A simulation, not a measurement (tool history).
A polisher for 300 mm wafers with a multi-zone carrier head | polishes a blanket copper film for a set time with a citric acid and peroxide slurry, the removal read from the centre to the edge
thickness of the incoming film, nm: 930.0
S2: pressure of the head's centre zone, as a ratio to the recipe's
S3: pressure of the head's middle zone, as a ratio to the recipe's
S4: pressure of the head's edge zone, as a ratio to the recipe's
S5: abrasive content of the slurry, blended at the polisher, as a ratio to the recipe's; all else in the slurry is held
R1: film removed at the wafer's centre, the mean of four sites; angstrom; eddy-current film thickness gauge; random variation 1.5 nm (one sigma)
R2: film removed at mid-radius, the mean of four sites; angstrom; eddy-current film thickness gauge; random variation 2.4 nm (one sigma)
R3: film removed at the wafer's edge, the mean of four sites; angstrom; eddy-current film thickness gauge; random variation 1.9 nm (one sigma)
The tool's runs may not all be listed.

{"run": 1, "hour": 0.0, "flow of slurry (ml/min)": 210, "S2": 1.0, "S3": 1.0, "S4": 1.0, "S5": 1.0, "polishing time (s)": 71, "R1": 1693.1, "R2": 1653.8, "R3": 1700.6}
{"run": 2, "hour": 1.4, "flow of slurry (ml/min)": 210, "S2": 1.0, "S3": 1.0, "S4": 1.0, "S5": 1.0, "polishing time (s)": 59, "R1": 1428.4, "R2": 1382.2, "R3": 1377.7}
{"run": 3, "hour": 7.0, "flow of slurry (ml/min)": 210, "S2": 1.0, "S3": 1.0, "S4": 1.0, "S5": 0.85, "polishing time (s)": 59, "R1": 1332.3, "R2": 1304.8, "R3": 1332.3}
{"run": 4, "hour": 11.6, "flow of slurry (ml/min)": 210, "S2": 0.98, "S3": 1.01, "S4": 1.02, "S5": 0.9, "polishing time (s)": 60, "R1": 1347.8, "R2": 1357.3, "R3": 1384.5}
{"run": 5, "hour": 17.5, "flow of slurry (ml/min)": 210, "S2": 0.98, "S3": 1.01, "S4": 1.02, "S5": 0.9, "polishing time (s)": 50, "R1": 1120.5, "R2": 1128.8, "R3": 1174.0}
{"run": 6, "hour": 25.4, "flow of slurry (ml/min)": 170, "S2": 0.98, "S3": 1.01, "S4": 1.02, "S5": 0.9, "polishing time (s)": 50, "R1": 1082.2, "R2": 1109.5, "R3": 1138.0}
{"run": 7, "hour": 30.5, "flow of slurry (ml/min)": 180, "S2": 0.97, "S3": 1.02, "S4": 1.04, "S5": 1.0, "polishing time (s)": 51, "R1": 1145.2, "R2": 1191.7, "R3": 1207.1}
{"run": 8, "hour": 32.4, "flow of slurry (ml/min)": 185, "S2": 0.96, "S3": 1.02, "S4": 1.06, "S5": 1.05, "polishing time (s)": 52, "R1": 1190.6, "R2": 1251.0, "R3": 1255.8}
{"run": 9, "hour": 37.7, "flow of slurry (ml/min)": 190, "S2": 0.94, "S3": 1.01, "S4": 1.08, "S5": 1.1, "polishing time (s)": 53, "R1": 1193.5, "R2": 1286.8, "R3": 1328.3}
{"run": 10, "hour": 46.3, "flow of slurry (ml/min)": 200, "S2": 0.94, "S3": 1.01, "S4": 1.1, "S5": 1.15, "polishing time (s)": 53, "R1": 1208.8, "R2": 1313.6, "R3": 1368.4}
{"run": 11, "hour": 54.7, "flow of slurry (ml/min)": 210, "S2": 0.94, "S3": 1.02, "S4": 1.11, "S5": 1.2, "polishing time (s)": 53, "R1": 1228.7, "R2": 1331.8, "R3": 1355.4}
{"run": 12, "hour": 60.6, "flow of slurry (ml/min)": 210, "S2": 0.93, "S3": 1.02, "S4": 1.12, "S5": 1.25, "polishing time (s)": 54, "R1": 1251.7, "R2": 1345.5, "R3": 1431.1}
{"run": 13, "hour": 61.7, "flow of slurry (ml/min)": 210, "S2": 0.93, "S3": 1.03, "S4": 1.13, "S5": 1.3, "polishing time (s)": 55, "R1": 1312.5, "R2": 1446.9, "R3": 1435.3}
{"run": 14, "hour": 64.9, "flow of slurry (ml/min)": 240, "S2": 0.85, "S3": 0.97, "S4": 1.19, "S5": 1.4, "polishing time (s)": 63, "R1": 1402.0, "R2": 1589.8, "R3": 1785.3}
{"run": 15, "hour": 70.4, "flow of slurry (ml/min)": 240, "S2": 0.85, "S3": 0.98, "S4": 1.18, "S5": 1.4, "polishing time (s)": 63, "R1": 1441.0, "R2": 1640.6, "R3": 1779.2}
{"run": 16, "hour": 76.9, "flow of slurry (ml/min)": 235, "S2": 0.85, "S3": 0.98, "S4": 1.17, "S5": 1.4, "polishing time (s)": 63, "R1": 1408.5, "R2": 1612.0, "R3": 1805.6}
{"run": 17, "hour": 80.2, "flow of slurry (ml/min)": 235, "S2": 0.86, "S3": 0.99, "S4": 1.17, "S5": 1.4, "polishing time (s)": 63, "R1": 1417.6, "R2": 1636.5, "R3": 1786.1}
{"run": 18, "hour": 85.5, "flow of slurry (ml/min)": 235, "S2": 0.87, "S3": 1.0, "S4": 1.17, "S5": 1.4, "polishing time (s)": 63, "R1": 1452.2, "R2": 1653.3, "R3": 1821.7}
{"run": 19, "hour": 87.0, "flow of slurry (ml/min)": 230, "S2": 0.87, "S3": 1.0, "S4": 1.15, "S5": 1.4, "polishing time (s)": 63, "R1": 1476.6, "R2": 1589.8, "R3": 1747.3}
{"run": 20, "hour": 94.0, "flow of slurry (ml/min)": 230, "S2": 0.87, "S3": 1.01, "S4": 1.15, "S5": 1.4, "polishing time (s)": 63, "R1": 1439.2, "R2": 1642.2, "R3": 1774.5}
{"run": 21, "hour": 102.6, "flow of slurry (ml/min)": 230, "S2": 0.88, "S3": 1.01, "S4": 1.15, "S5": 1.4, "polishing time (s)": 63, "R1": 1474.5, "R2": 1654.8, "R3": 1778.7}
{"run": 22, "hour": 103.4, "flow of slurry (ml/min)": 225, "S2": 0.88, "S3": 1.01, "S4": 1.15, "S5": 1.4, "polishing time (s)": 63, "R1": 1463.6, "R2": 1674.9, "R3": 1803.6}

Run 23 comes next. What will it give?
{"run": 23, "hour": 112.3, "flow of slurry (ml/min)": 230, "S2": 0.88, "S3": 1.01, "S4": 1.15, "S5": 1.35, "polishing time (s)": 63, "R1": "?", "R2": "?", "R3": "?"}

R1: 1442.7 angstrom
R2: 1595.0 angstrom
R3: 1758.3 angstrom

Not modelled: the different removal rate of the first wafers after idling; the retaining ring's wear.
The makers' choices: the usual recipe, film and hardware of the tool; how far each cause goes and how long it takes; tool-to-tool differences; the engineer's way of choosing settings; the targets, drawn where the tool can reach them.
